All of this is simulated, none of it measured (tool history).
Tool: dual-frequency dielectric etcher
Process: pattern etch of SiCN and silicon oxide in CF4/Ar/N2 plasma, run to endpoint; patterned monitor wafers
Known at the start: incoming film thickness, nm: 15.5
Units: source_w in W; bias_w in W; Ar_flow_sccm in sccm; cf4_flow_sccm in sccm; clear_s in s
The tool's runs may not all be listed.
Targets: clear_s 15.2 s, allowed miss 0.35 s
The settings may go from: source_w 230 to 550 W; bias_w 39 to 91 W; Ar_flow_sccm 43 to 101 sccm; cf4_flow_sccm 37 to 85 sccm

run,hour,source_w,bias_w,Ar_flow_sccm,cf4_flow_sccm,clear_s
1,0,390,65,72,61,17.697
2,4,410,65,72,61,17.1
3,11.1,410,65,72,54,17.415
4,12.6,430,65,72,54,16.389
5,15.9,430,61,72,54,17.035
6,22.3,440,61,72,54,16.681
7,23.3,450,61,72,54,16.609
8,30.8,460,61,72,54,16.221
9,38.8,470,61,72,54,15.939
10,41.7,480,61,72,54,15.674
11,42.5,480,61,72,54,15.667

5 next moves are on the table. One of them brings every result within its allowed miss. Which?
A,43.3,500,70,67,48,?
B,43.3,460,61,74,54,?
C,43.3,490,59,77,51,?
D,43.3,480,66,73,54,?
E,43.3,490,62,79,50,?

move,clear_s
A,14.32
B,16.286
C,15.941
D,15.246
E,15.785
A: takes the result that was furthest off past its target
B: further off than the last run
C: further off than the last run
D: meets every target
E: further off than the last run
Move D is the one to make.

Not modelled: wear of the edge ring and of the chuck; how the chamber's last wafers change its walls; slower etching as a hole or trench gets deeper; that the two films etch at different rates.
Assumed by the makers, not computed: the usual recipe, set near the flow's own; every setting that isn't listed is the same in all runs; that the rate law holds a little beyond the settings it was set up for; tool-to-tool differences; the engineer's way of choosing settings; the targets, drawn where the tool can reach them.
